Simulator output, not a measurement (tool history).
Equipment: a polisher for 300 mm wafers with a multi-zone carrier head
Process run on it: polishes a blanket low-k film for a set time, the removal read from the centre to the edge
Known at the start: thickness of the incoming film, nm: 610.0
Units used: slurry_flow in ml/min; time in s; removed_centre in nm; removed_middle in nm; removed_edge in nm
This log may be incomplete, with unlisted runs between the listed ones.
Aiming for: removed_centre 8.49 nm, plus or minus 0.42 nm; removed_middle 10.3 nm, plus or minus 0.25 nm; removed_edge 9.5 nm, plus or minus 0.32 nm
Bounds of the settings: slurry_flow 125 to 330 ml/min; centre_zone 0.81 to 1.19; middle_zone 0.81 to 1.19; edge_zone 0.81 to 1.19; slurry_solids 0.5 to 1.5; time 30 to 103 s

{"run": 1, "hour": 0.0, "slurry_flow": 210, "centre_zone": 1, "middle_zone": 1, "edge_zone": 1, "slurry_solids": 1, "time": 66, "removed_centre": 14.835, "removed_middle": 15.532, "removed_edge": 16.917}
{"run": 2, "hour": 1.4, "slurry_flow": 210, "centre_zone": 1, "middle_zone": 1, "edge_zone": 1, "slurry_solids": 1, "time": 82, "removed_centre": 18.56, "removed_middle": 19.655, "removed_edge": 20.562}
{"run": 3, "hour": 9.7, "slurry_flow": 185, "centre_zone": 1, "middle_zone": 1, "edge_zone": 1, "slurry_solids": 1, "time": 82, "removed_centre": 18.738, "removed_middle": 19.147, "removed_edge": 20.24}
{"run": 4, "hour": 15.8, "slurry_flow": 185, "centre_zone": 1, "middle_zone": 1, "edge_zone": 1, "slurry_solids": 1, "time": 97, "removed_centre": 22.169, "removed_middle": 22.451, "removed_edge": 23.855}
{"run": 5, "hour": 22.4, "slurry_flow": 185, "centre_zone": 1, "middle_zone": 1, "edge_zone": 1, "slurry_solids": 1, "time": 103, "removed_centre": 22.774, "removed_middle": 23.612, "removed_edge": 25.889}
{"run": 6, "hour": 30.4, "slurry_flow": 185, "centre_zone": 1, "middle_zone": 1, "edge_zone": 1, "slurry_solids": 0.9, "time": 103, "removed_centre": 21.653, "removed_middle": 22.643, "removed_edge": 24.08}
{"run": 7, "hour": 38.0, "slurry_flow": 180, "centre_zone": 0.97, "middle_zone": 1, "edge_zone": 0.97, "slurry_solids": 0.8, "time": 92, "removed_centre": 17.858, "removed_middle": 18.995, "removed_edge": 19.539}
{"run": 8, "hour": 46.2, "slurry_flow": 180, "centre_zone": 0.97, "middle_zone": 1, "edge_zone": 0.97, "slurry_solids": 0.8, "time": 92, "removed_centre": 17.932, "removed_middle": 18.883, "removed_edge": 19.635}
{"hour": 49.7, "done": "edge zone pressure recalibrated"}
{"run": 9, "hour": 49.7, "slurry_flow": 185, "centre_zone": 0.94, "middle_zone": 1.01, "edge_zone": 0.95, "slurry_solids": 0.75, "time": 82, "removed_centre": 14.922, "removed_middle": 16.443, "removed_edge": 16.225}

Of the 4 settings listed for the next run, only one would bring every result within its allowed miss of target. Which one?
{"run": "A", "hour": 53.2, "slurry_flow": 145, "centre_zone": 0.89, "middle_zone": 0.94, "edge_zone": 0.86, "slurry_solids": 0.75, "time": 57, "removed_centre": "?", "removed_middle": "?", "removed_edge": "?"}
{"run": "B", "hour": 53.2, "slurry_flow": 185, "centre_zone": 0.9, "middle_zone": 0.98, "edge_zone": 1.04, "slurry_solids": 0.7, "time": 51, "removed_centre": "?", "removed_middle": "?", "removed_edge": "?"}
{"run": "C", "hour": 53.2, "slurry_flow": 285, "centre_zone": 0.85, "middle_zone": 1.01, "edge_zone": 1.06, "slurry_solids": 0.8, "time": 46, "removed_centre": "?", "removed_middle": "?", "removed_edge": "?"}
{"run": "D", "hour": 53.2, "slurry_flow": 165, "centre_zone": 0.89, "middle_zone": 1.06, "edge_zone": 0.88, "slurry_solids": 0.8, "time": 49, "removed_centre": "?", "removed_middle": "?", "removed_edge": "?"}

move=A removed_centre=9.2468 removed_middle=10.238 removed_edge=10.522
move=B removed_centre=8.4904 removed_middle=9.5459 removed_edge=10.188
move=C removed_centre=8.3594 removed_middle=10.135 removed_edge=10.485
move=D removed_centre=8.5246 removed_middle=10.354 removed_edge=9.6614
A: brings the last run's worst result on target, with another outside its allowed miss
B: takes the biggest miss from the last run beyond its target
C: brings the last run's worst result on target, with another outside its allowed miss
D: meets every target
The move that meets every target is D.
